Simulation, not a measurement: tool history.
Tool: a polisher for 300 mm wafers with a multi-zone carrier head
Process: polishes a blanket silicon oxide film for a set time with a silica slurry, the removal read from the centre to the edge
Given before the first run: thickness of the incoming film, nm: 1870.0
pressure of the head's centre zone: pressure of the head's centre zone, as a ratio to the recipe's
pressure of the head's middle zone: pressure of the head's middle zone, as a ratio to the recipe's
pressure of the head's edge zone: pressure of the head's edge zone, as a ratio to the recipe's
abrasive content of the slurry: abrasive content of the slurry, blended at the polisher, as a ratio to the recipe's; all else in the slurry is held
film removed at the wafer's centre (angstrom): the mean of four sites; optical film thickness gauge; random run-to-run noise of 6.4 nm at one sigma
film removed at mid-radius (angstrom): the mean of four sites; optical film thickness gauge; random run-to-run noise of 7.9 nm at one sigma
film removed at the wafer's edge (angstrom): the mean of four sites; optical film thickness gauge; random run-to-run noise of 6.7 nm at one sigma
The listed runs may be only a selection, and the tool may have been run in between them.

run	day	flow of slurry (ml/min)	pressure of the head's centre zone	pressure of the head's middle zone	pressure of the head's edge zone	abrasive content of the slurry	polishing time (s)	film removed at the wafer's centre (angstrom)	film removed at mid-radius (angstrom)	film removed at the wafer's edge (angstrom)
1	0	225	1	1	1	1	88	3169.7	3105	3153
2	0.346	225	1	0.94	1	1	88	3204	2921.3	3240.5
3	0.383	230	1.01	0.96	1	1.05	90	3265.3	3130.2	3250.9
4	0.492	230	1.01	0.99	1	1.05	90	3445.4	3229.3	3363.7
5	0.758	230	0.98	0.99	1	1.05	90	3263.2	3246.5	3319.8
6	0.896	230	0.99	1.01	1.01	1.1	92	3465.4	3419.6	3403.4
7	0.925	230	0.99	1.02	1.01	1.15	95	3610.6	3641.3	3592.8
8	1.142	230	0.99	1.03	1.01	1.2	97	3718	3732.2	3773.4
9	1.475	240	0.99	1.05	1	1.25	99	3885.1	4139.1	3904.8

Run 10 has not been measured yet. What should we expect?
10	1.733	260	1.09	1.15	1.1	1.5	108	?	?	?

{"run 10": {"film removed at the wafer's centre (angstrom)": 5085.3, "film removed at mid-radius (angstrom)": 5189, "film removed at the wafer's edge (angstrom)": 4694.7}}
